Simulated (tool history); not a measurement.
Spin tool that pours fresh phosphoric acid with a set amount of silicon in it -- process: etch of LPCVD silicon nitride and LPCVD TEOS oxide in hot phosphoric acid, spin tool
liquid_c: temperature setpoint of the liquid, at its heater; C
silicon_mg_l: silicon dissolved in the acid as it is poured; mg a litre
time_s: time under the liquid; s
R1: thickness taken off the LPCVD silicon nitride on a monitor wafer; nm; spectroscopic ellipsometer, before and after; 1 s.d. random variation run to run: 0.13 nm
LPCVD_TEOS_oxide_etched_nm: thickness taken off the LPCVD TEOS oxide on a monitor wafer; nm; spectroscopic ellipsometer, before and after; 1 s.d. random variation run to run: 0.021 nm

run 1 hour=0 | liquid_c=163 silicon_mg_l=14 time_s=180 | R1=16.354 LPCVD_TEOS_oxide_etched_nm=0.57637
run 2 hour=4.8 | liquid_c=162 silicon_mg_l=14 time_s=180 | R1=15.89 LPCVD_TEOS_oxide_etched_nm=0.54543
run 3 hour=9.5 | liquid_c=162.5 silicon_mg_l=18 time_s=185 | R1=16.8 LPCVD_TEOS_oxide_etched_nm=0.5096
run 4 hour=14.3 | liquid_c=163 silicon_mg_l=20.5 time_s=185 | R1=16.714 LPCVD_TEOS_oxide_etched_nm=0.51981
run 5 hour=19.1 | liquid_c=162 silicon_mg_l=20.5 time_s=185 | R1=16.357 LPCVD_TEOS_oxide_etched_nm=0.49874
run 6 hour=24.4 | liquid_c=162 silicon_mg_l=20.5 time_s=135 | R1=11.917 LPCVD_TEOS_oxide_etched_nm=0.34776
run 7 hour=30.7 | liquid_c=162.5 silicon_mg_l=23 time_s=155 | R1=13.892 LPCVD_TEOS_oxide_etched_nm=0.37182

Run 8, settings as shown, results not yet in. Your forecast:
run 8 hour=32.3 | liquid_c=163.5 silicon_mg_l=24.5 time_s=165 | R1=? LPCVD_TEOS_oxide_etched_nm=?

R1: 15.251 nm
LPCVD_TEOS_oxide_etched_nm: 0.42358 nm
